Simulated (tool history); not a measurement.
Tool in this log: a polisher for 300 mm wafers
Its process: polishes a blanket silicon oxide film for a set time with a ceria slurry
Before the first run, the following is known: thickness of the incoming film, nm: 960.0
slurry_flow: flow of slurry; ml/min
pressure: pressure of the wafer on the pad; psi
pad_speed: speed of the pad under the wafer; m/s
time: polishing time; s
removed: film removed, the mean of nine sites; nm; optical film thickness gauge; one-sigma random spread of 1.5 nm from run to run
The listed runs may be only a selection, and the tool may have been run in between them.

run  hour  slurry_flow  pressure  pad_speed  time  removed
  1     0          225       2.1       1.36    29   125.65
  2     2          230       2.3       1.36    29    137.7
  3   9.7          230       2.3       1.22    29   128.25
  4  18.4          200       2.3       1.22    29   123.79
  5  19.3          180       2.3       1.22    29   122.25
  6  20.3          180       2.3       1.06    29   110.46
  7  21.2          195       2.5       1.08    29   121.81

For run 8, what comes out?
  8  27.1          205       2.7       1.12    29        ?

Logged for run 8: removed 137.29 nm.

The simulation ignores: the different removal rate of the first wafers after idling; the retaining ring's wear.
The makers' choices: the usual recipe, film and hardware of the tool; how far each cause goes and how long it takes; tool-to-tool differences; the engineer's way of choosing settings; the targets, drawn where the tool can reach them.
